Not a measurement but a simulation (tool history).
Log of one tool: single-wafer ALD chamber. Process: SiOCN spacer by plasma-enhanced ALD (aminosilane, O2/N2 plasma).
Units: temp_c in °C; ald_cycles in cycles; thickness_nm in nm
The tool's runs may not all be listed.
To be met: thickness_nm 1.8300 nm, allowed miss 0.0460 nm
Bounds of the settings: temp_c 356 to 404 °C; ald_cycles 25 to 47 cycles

run,hour,temp_c,ald_cycles,thickness_nm
1,0.0,380,36,2.2805
2,1.2,380,35,2.2120
3,9.6,391,35,2.2159
4,16.7,381,35,2.2142
5,18.2,381,34,2.1532
6,22.0,375,34,2.1370
7,27.3,375,33,2.0793
8,29.1,375,32,2.0221
9,30.9,375,31,1.9578
10,31.7,375,30,1.9067

Which of these 4 next moves meets every target?
A,32.5,372,32,?
B,32.5,378,33,?
C,32.5,371,31,?
D,32.5,378,29,?

move,thickness_nm
A,2.0156
B,2.0786
C,1.9526
D,1.8266
A: further off than the last run
B: further off than the last run
C: further off than the last run
D: meets every target
Answer: D
